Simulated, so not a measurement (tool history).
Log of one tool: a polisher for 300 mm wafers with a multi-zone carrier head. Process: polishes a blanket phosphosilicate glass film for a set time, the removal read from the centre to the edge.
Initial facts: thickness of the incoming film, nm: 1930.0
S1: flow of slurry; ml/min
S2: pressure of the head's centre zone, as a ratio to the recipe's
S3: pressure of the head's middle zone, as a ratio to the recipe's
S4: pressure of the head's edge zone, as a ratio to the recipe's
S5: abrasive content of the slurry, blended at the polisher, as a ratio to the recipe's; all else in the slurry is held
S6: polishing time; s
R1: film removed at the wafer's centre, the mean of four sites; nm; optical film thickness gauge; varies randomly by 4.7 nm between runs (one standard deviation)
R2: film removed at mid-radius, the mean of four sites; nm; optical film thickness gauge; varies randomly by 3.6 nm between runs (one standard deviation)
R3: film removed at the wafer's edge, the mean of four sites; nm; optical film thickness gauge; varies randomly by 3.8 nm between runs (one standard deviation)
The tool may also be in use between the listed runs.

run,hour,S1,S2,S3,S4,S5,S6,R1,R2,R3
1,0.0,310,1.00,1.00,1.00,1.00,69,395.00,395.41,395.45
2,2.2,310,1.00,1.00,1.00,1.00,58,326.17,325.62,334.65
3,4.7,310,1.00,1.00,0.95,1.00,58,329.64,329.87,316.53
4,12.9,310,1.00,1.00,1.02,1.00,58,329.84,322.86,328.18
5,20.0,310,1.00,1.00,1.02,1.00,46,256.53,261.68,265.41
6,28.7,315,1.01,1.04,1.03,1.10,46,274.43,285.91,282.40
7,31.2,320,1.02,1.07,1.04,1.15,46,293.44,302.57,288.51
8,40.2,320,1.01,1.09,1.06,1.20,46,286.82,312.97,298.53

Run 9 comes next. What will it give?
9,44.7,325,1.02,1.10,1.07,1.25,46,?,?,?

{"run 9": {"R1": 307.47, "R2": 318.25, "R3": 298.74}}

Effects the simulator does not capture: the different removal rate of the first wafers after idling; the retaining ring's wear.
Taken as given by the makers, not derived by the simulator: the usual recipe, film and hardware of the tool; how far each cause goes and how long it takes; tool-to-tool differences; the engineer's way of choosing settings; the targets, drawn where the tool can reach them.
